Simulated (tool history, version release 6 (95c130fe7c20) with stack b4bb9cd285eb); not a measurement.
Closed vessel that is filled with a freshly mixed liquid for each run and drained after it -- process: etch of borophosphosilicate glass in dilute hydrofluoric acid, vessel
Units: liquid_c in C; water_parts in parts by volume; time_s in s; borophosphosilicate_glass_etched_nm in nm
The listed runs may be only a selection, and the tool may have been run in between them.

| run | hour | liquid_c | water_parts | time_s | borophosphosilicate_glass_etched_nm |
|---|---|---|---|---|---|
| 1 | 0 | 25 | 270 | 100 | 15.735 |
| 2 | 5.4 | 28 | 270 | 100 | 17.386 |
| 3 | 11.5 | 29.5 | 215 | 100 | 24.478 |
| 4 | 17.2 | 30.5 | 180 | 100 | 31.684 |
| 5 | 21.5 | 33 | 180 | 100 | 34.663 |
|  | 28 | thermometer replaced |
| 6 | 28 | 33 | 250 | 100 | 21.743 |
| 7 | 30.8 | 33 | 250 | 100 | 21.731 |
| 8 | 38 | 33 | 210 | 100 | 27.118 |

What does the tool deliver on the next run?
| 9 | 38.7 | 33 | 180 | 100 | ? |

Run 9 came out at borophosphosilicate_glass_etched_nm 32.98 nm.
